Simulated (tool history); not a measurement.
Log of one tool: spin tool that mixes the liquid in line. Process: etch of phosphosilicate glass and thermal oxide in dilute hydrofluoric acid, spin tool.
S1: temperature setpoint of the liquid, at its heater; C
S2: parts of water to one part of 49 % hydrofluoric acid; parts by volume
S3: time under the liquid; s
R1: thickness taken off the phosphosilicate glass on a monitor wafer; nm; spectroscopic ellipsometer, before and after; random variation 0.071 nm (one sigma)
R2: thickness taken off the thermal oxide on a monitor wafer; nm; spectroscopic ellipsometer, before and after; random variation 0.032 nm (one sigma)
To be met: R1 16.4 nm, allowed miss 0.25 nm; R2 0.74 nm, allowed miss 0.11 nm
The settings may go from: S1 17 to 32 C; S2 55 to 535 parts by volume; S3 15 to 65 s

run	day	S1	S2	S3	R1	R2
1	0	24	295	35	10.718	0.4754
2	0.042	27.5	295	35	11.954	0.54509
3	0.379	27.5	295	45	15.475	0.70038
4	0.508	28.5	295	45	16.007	0.70509
5	0.558	25.5	295	45	14.467	0.63653
6	0.7	26	295	45	14.739	0.66793
7	0.904	26.5	295	45	14.881	0.65936
8	1.171	27	295	45	15.126	0.64501
9	1.45	27.5	295	45	15.604	0.67059
10	1.688	28.5	295	45	15.999	0.73327

Which of these 5 next moves meets every target?
A	1.925	21.5	250	50	?	?
B	1.925	23	285	55	?	?
C	1.925	23.5	310	60	?	?
D	1.925	28	300	50	?	?
E	1.925	28.5	315	50	?	?

move	R1	R2
A	17.106	0.82025
B	16.848	0.80784
C	16.789	0.80501
D	17.008	0.81552
E	16.207	0.77713
A: takes the result that was furthest off past its target
B: takes the result that was furthest off past its target
C: takes the result that was furthest off past its target
D: takes the result that was furthest off past its target
E: meets every target
Move E is the one to make.

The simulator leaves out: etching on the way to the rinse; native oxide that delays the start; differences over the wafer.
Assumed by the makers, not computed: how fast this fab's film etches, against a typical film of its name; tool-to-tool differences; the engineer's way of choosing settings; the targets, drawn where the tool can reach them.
